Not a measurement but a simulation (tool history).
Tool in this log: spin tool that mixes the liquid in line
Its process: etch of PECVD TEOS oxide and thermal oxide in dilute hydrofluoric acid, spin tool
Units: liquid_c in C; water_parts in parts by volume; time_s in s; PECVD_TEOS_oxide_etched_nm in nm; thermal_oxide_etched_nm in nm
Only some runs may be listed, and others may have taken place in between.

run,day,liquid_c,water_parts,time_s,PECVD_TEOS_oxide_etched_nm,thermal_oxide_etched_nm
1,0,23,80,180,32.58,9.906
2,0.15,23,80,255,46.397,14.117
3,0.371,20,80,255,40.76,12.418
4,0.512,20,95,255,33.495,10.333
5,0.567,21.5,90,255,37.677,11.74
6,0.725,21.5,75,255,46.428,14.191
7,1.058,25.5,70,255,58.758,18.066
8,1.367,26,70,255,60.912,18.331
9,1.45,26.5,70,255,60.81,18.746
10,1.604,27,70,255,62.352,19.118
11,1.779,27.5,70,255,62.877,19.62
12,2.117,28,70,255,64.814,20.076

What will run 13 give?
13,2.333,28.5,70,255,?,?

Run 13 gave PECVD_TEOS_oxide_etched_nm 65.928 nm, thermal_oxide_etched_nm 20.434 nm.
